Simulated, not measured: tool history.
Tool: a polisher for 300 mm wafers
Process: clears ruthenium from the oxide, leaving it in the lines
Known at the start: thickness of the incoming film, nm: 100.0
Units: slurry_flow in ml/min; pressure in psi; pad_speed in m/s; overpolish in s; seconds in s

run 1 hour=0 | slurry_flow=135 pressure=1.5 pad_speed=1.2 overpolish=12 | seconds=134.94
run 2 hour=2.2 | slurry_flow=135 pressure=1.6 pad_speed=1.2 overpolish=12 | seconds=123.29
run 3 hour=5.3 | slurry_flow=135 pressure=1.7 pad_speed=1.2 overpolish=12 | seconds=119.17
run 4 hour=11.4 | slurry_flow=135 pressure=1.9 pad_speed=1.2 overpolish=12 | seconds=110.06
run 5 hour=17.5 | slurry_flow=135 pressure=1.6 pad_speed=1.2 overpolish=12 | seconds=123.41
run 6 hour=22.8 | slurry_flow=135 pressure=1.7 pad_speed=1.22 overpolish=12 | seconds=117.48
run 7 hour=28.6 | slurry_flow=135 pressure=1.8 pad_speed=1.22 overpolish=12 | seconds=114.62

The next listed run, before its measurement:
run 8 hour=35.5 | slurry_flow=135 pressure=1.9 pad_speed=1.24 overpolish=12 | seconds=?

seconds: 105.36 s

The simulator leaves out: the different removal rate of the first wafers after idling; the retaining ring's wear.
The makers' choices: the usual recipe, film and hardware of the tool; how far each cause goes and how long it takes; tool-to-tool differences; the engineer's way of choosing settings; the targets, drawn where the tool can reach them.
